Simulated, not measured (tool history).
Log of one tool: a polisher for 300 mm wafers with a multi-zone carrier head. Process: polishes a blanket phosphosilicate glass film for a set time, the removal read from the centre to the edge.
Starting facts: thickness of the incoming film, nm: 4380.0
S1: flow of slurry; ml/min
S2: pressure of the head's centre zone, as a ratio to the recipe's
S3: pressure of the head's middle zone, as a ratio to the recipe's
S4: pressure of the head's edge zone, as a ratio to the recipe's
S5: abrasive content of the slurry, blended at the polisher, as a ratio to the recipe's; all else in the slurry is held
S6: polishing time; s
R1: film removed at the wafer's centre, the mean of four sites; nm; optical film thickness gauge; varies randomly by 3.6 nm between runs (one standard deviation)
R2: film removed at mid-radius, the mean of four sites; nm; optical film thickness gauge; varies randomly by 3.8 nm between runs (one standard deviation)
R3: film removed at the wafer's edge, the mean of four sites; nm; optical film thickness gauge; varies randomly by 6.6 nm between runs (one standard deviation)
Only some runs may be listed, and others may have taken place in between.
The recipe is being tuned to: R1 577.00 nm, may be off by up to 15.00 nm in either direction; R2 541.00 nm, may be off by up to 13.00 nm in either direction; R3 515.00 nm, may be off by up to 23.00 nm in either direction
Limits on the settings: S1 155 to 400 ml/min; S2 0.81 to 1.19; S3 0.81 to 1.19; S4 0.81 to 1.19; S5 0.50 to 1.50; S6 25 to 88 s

Run 1, day 0.000: S1 255 ml/min, S2 1.00, S3 1.00, S4 1.00, S5 1.00, S6 56 s. Result: R1 489.21 nm, R2 494.35 nm, R3 498.93 nm.
Run 2, day 0.362: S1 255 ml/min, S2 1.00, S3 1.00, S4 1.00, S5 1.00, S6 64 s. Result: R1 553.65 nm, R2 565.98 nm, R3 566.26 nm.
Run 3, day 0.575: S1 255 ml/min, S2 1.00, S3 1.00, S4 1.03, S5 1.00, S6 64 s. Result: R1 557.51 nm, R2 568.36 nm, R3 567.26 nm.
Run 4, day 0.904: S1 255 ml/min, S2 1.02, S3 1.01, S4 1.01, S5 0.95, S6 64 s. Result: R1 547.92 nm, R2 554.69 nm, R3 569.84 nm.
Run 5, day 1.062: S1 255 ml/min, S2 1.02, S3 1.01, S4 1.01, S5 1.15, S6 64 s. Result: R1 598.32 nm, R2 606.47 nm, R3 615.27 nm.
Run 6, day 1.146: S1 255 ml/min, S2 1.02, S3 1.01, S4 1.01, S5 1.15, S6 72 s. Result: R1 689.36 nm, R2 688.27 nm, R3 688.03 nm.
Run 7, day 1.175: S1 270 ml/min, S2 1.01, S3 0.99, S4 0.96, S5 1.05, S6 72 s. Result: R1 644.85 nm, R2 652.04 nm, R3 649.46 nm.
Run 8, day 1.283: S1 285 ml/min, S2 1.03, S3 0.98, S4 0.92, S5 0.95, S6 72 s. Result: R1 634.65 nm, R2 617.39 nm, R3 604.28 nm.
Run 9, day 1.475: S1 295 ml/min, S2 1.03, S3 0.97, S4 0.89, S5 0.90, S6 72 s. Result: R1 619.47 nm, R2 604.02 nm, R3 584.06 nm.
Run 10, day 1.696: S1 295 ml/min, S2 1.03, S3 0.96, S4 0.87, S5 0.85, S6 72 s. Result: R1 598.99 nm, R2 574.52 nm, R3 561.42 nm.
Run 11, day 1.971: S1 290 ml/min, S2 1.04, S3 0.96, S4 0.86, S5 0.85, S6 72 s. Result: R1 599.22 nm, R2 570.99 nm, R3 552.36 nm.
Run 12, day 2.325: S1 280 ml/min, S2 1.04, S3 0.96, S4 0.85, S5 0.85, S6 72 s. Result: R1 606.49 nm, R2 568.02 nm, R3 555.65 nm.

Next run, 4 choices. One meets every target within its allowed miss, the rest don't. Which?
Run A, day 2.679: S1 315 ml/min, S2 1.08, S3 0.99, S4 0.87, S5 0.95, S6 62 s. Result: R1 ?, R2 ?, R3 ?.
Run B, day 2.679: S1 340 ml/min, S2 1.16, S3 1.10, S4 0.81, S5 0.90, S6 59 s. Result: R1 ?, R2 ?, R3 ?.
Run C, day 2.679: S1 230 ml/min, S2 1.02, S3 0.81, S4 0.93, S5 0.80, S6 80 s. Result: R1 ?, R2 ?, R3 ?.
Run D, day 2.679: S1 270 ml/min, S2 1.05, S3 1.02, S4 0.81, S5 0.85, S6 69 s. Result: R1 ?, R2 ?, R3 ?.

move      R1      R2      R3
   A  579.99  533.80  510.40
   B  580.20  537.14  459.68
   C  620.38  525.28  602.71
   D  581.46  563.79  513.44
A: every result lands within tolerance
B: the furthest-off result lands on target, but another misses its tolerance
C: takes the biggest miss from the last run beyond its target
D: gains on the last run, yet a result remains outside its allowed miss
A meets every target.
